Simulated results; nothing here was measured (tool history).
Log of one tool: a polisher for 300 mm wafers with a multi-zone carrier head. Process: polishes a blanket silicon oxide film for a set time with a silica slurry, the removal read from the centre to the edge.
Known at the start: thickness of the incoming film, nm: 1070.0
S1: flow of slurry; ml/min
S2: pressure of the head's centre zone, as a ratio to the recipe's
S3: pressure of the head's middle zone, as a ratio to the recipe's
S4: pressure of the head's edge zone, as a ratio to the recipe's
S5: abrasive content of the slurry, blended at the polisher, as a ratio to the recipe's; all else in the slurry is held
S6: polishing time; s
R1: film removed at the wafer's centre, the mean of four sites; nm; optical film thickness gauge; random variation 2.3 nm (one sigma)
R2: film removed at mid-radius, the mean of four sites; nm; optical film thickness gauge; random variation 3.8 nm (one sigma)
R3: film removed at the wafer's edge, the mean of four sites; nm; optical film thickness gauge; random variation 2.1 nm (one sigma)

{"run": 1, "hour": 0.0, "S1": 145, "S2": 1, "S3": 1, "S4": 1, "S5": 1, "S6": 82, "R1": 320.57, "R2": 316.25, "R3": 309.24}
{"run": 2, "hour": 3.3, "S1": 145, "S2": 1.08, "S3": 1, "S4": 1, "S5": 1, "S6": 82, "R1": 340.94, "R2": 310.6, "R3": 310.3}
{"run": 3, "hour": 5.8, "S1": 145, "S2": 1.08, "S3": 1.04, "S4": 1, "S5": 1, "S6": 82, "R1": 339.95, "R2": 327.52, "R3": 311.92}
{"run": 4, "hour": 7.2, "S1": 160, "S2": 1.08, "S3": 1.04, "S4": 1, "S5": 1, "S6": 82, "R1": 340.48, "R2": 320.37, "R3": 312.17}
{"run": 5, "hour": 9.5, "S1": 160, "S2": 1.08, "S3": 0.97, "S4": 1, "S5": 1, "S6": 82, "R1": 350.71, "R2": 306.8, "R3": 311.74}
{"run": 6, "hour": 14.3, "S1": 155, "S2": 1.08, "S3": 0.98, "S4": 0.98, "S5": 1, "S6": 82, "R1": 343.03, "R2": 305.04, "R3": 312.76}
{"run": 7, "hour": 19.1, "S1": 155, "S2": 1.09, "S3": 1, "S4": 0.98, "S5": 0.95, "S6": 82, "R1": 339.42, "R2": 317.04, "R3": 304.18}
{"run": 8, "hour": 20.8, "S1": 155, "S2": 1.09, "S3": 1, "S4": 0.97, "S5": 0.95, "S6": 82, "R1": 338.9, "R2": 311.21, "R3": 299.18}

Run 9 comes next. What will it give?
{"run": 9, "hour": 23.8, "S1": 155, "S2": 1.09, "S3": 1, "S4": 0.97, "S5": 0.95, "S6": 82, "R1": "?", "R2": "?", "R3": "?"}

R1: 336.95 nm
R2: 306.47 nm
R3: 300.16 nm

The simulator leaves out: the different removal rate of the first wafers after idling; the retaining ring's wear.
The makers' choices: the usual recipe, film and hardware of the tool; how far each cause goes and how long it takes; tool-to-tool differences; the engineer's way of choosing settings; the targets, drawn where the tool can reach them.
